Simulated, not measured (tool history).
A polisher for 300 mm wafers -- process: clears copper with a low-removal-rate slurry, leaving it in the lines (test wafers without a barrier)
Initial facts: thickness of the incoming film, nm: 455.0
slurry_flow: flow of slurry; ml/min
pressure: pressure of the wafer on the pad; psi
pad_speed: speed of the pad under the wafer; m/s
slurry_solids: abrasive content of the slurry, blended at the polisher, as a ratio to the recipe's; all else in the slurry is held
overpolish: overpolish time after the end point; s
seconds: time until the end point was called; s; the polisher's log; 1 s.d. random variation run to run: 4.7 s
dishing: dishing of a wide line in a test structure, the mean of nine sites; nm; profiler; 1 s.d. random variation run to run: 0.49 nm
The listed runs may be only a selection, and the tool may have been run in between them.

| run | hour | slurry_flow | pressure | pad_speed | slurry_solids | overpolish | seconds | dishing |
|---|---|---|---|---|---|---|---|---|
| 1 | 0.0 | 310 | 3.8 | 0.90 | 1.00 | 21 | 168.00 | 39.366 |
| 2 | 6.7 | 310 | 3.8 | 0.90 | 0.95 | 21 | 163.88 | 40.921 |
| 3 | 13.0 | 310 | 3.1 | 0.90 | 0.95 | 21 | 205.14 | 32.097 |
| 4 | 15.6 | 310 | 3.7 | 0.90 | 0.95 | 21 | 171.25 | 38.683 |
| 5 | 21.4 | 310 | 3.5 | 0.88 | 0.95 | 22 | 183.87 | 37.709 |
| 6 | 25.5 | 310 | 3.3 | 0.84 | 0.95 | 23 | 206.15 | 36.212 |
| 7 | 26.4 | 310 | 3.1 | 0.82 | 0.95 | 24 | 224.53 | 35.642 |
| 8 | 28.8 | 310 | 2.9 | 0.80 | 0.95 | 25 | 245.55 | 31.196 |
| 9 | 37.7 | 310 | 2.8 | 0.80 | 0.95 | 26 | 250.67 | 33.489 |
| 10 | 40.1 | 310 | 2.7 | 0.78 | 0.95 | 27 | 265.24 | 31.731 |
| 11 | 48.9 | 310 | 2.6 | 0.78 | 0.95 | 28 | 277.02 | 32.346 |
| 12 | 57.6 | 310 | 1.7 | 0.68 | 0.95 | 32 | 472.09 | 21.730 |

Estimate the outcome of run 13 from the log above:
|  | 59.6 | slurry nozzle cleaned |
| 13 | 59.6 | 310 | 1.8 | 0.68 | 0.95 | 32 | ? | ? |

seconds: 423.03 s
dishing: 23.639 nm
